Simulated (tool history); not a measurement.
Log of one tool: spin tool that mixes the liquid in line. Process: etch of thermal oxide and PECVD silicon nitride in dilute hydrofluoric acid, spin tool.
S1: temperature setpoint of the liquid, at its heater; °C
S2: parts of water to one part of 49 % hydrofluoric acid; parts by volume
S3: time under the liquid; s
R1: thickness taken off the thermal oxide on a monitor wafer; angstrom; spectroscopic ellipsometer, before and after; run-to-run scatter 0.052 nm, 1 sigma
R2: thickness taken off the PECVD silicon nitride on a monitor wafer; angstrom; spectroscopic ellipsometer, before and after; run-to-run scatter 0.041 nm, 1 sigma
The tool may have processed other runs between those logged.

| run | day | S1 | S2 | S3 | R1 | R2 |
|---|---|---|---|---|---|---|
| 1 | 0.000 | 20.0 | 235 | 180 | 27.878 | 16.307 |
| 2 | 0.342 | 20.5 | 190 | 175 | 36.011 | 20.283 |
| 3 | 0.688 | 24.0 | 190 | 175 | 41.423 | 26.121 |
| 4 | 0.871 | 23.0 | 160 | 170 | 47.243 | 27.161 |
| 5 | 1.062 | 22.5 | 145 | 165 | 50.139 | 27.746 |
| 6 | 1.229 | 22.5 | 135 | 160 | 53.856 | 29.680 |

Expected results for the next run?
| 7 | 1.438 | 22.0 | 125 | 155 | ? | ? |

For run 7 the tool returned R1 55.155 angstrom, R2 30.088 angstrom.

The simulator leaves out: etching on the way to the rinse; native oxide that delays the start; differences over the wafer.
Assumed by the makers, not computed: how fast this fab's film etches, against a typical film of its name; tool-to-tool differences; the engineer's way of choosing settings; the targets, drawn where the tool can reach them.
